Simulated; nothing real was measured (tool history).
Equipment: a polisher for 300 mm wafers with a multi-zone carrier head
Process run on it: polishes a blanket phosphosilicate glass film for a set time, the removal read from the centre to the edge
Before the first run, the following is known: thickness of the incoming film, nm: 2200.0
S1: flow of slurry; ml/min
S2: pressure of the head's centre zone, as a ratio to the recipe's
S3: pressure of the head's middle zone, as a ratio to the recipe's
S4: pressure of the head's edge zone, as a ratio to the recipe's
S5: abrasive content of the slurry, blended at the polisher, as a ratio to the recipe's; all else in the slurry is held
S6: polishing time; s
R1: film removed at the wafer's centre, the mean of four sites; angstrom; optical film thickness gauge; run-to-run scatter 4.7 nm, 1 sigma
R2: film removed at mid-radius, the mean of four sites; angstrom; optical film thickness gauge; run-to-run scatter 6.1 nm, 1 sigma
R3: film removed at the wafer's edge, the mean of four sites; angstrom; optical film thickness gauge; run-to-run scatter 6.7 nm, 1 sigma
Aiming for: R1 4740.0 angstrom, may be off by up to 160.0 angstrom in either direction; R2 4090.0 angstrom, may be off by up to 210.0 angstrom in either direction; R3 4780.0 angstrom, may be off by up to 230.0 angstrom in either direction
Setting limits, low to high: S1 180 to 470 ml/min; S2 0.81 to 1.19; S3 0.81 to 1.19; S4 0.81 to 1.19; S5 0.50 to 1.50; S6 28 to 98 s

run,hour,S1,S2,S3,S4,S5,S6,R1,R2,R3
1,0.0,300,1.00,1.00,1.00,1.00,63,5464.4,5705.6,5225.7
2,2.7,300,1.00,1.00,1.00,1.00,69,5899.4,5979.0,5712.5
3,5.2,300,1.06,1.00,1.00,1.00,69,6268.0,5870.1,5688.4
4,14.1,290,1.04,0.95,1.02,0.85,69,5740.4,5316.1,5378.1
5,20.6,290,1.04,0.95,1.02,0.70,69,5307.8,4995.7,4927.3
6,25.4,290,1.04,0.95,1.10,0.70,69,5337.8,4894.2,5165.6
7,34.3,285,1.03,0.92,1.11,0.65,69,5202.0,4768.3,4921.4
# hour 36.0: edge zone pressure recalibrated
8,36.0,275,1.02,0.89,1.13,0.65,69,4973.2,4577.6,5089.1
9,37.7,270,1.03,0.87,1.13,0.60,69,4869.4,4329.4,4903.4

5 candidate next runs follow, results not yet known. Just one meets every target within its allowed miss. Identify it.
A,39.4,275,0.98,1.08,1.07,0.60,64,?,?,?
B,39.4,310,1.04,0.99,0.96,0.50,70,?,?,?
C,39.4,185,1.06,0.89,1.19,0.50,75,?,?,?
D,39.4,320,1.14,0.93,1.11,0.65,61,?,?,?
E,39.4,250,1.08,0.81,1.13,0.65,62,?,?,?

move,R1,R2,R3
A,4337.9,4758.8,4336.3
B,4707.7,4513.4,4290.7
C,4733.8,4110.2,4633.0
D,5073.6,4205.7,4389.9
E,4728.7,3709.4,4397.3
A: lands further from the targets than the last run did
B: lands further from the targets than the last run did
C: hits every target within its allowed miss
D: meets the target for the result that was furthest off, but another lies outside its allowed miss
E: carries the result that was furthest off beyond its target, to the other side
Answer: C
